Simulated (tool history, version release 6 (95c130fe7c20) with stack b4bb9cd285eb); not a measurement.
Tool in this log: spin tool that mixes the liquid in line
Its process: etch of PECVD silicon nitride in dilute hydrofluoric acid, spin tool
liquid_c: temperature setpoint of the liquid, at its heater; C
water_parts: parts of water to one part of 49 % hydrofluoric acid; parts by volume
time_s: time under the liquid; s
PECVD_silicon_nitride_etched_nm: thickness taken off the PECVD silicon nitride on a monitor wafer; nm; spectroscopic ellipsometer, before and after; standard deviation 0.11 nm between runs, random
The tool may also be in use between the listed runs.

run  hour  liquid_c  water_parts  time_s  PECVD_silicon_nitride_etched_nm
  1   0.0      20.0           70     310                           9.2332
  2   3.8      23.0           70     310                          11.2900
  3  11.6      24.5           65     310                          13.6870
  4  12.7      25.5           65     310                          14.6290
  5  19.8      26.0           65     310                          15.0500
  6  23.7      26.5           65     310                          15.5990
  7  25.6      27.0           65     310                          16.0400

Expected results for the next run?
  8  26.7      27.5           65     310                                ?

Logged for run 8: PECVD_silicon_nitride_etched_nm 16.4220 nm.
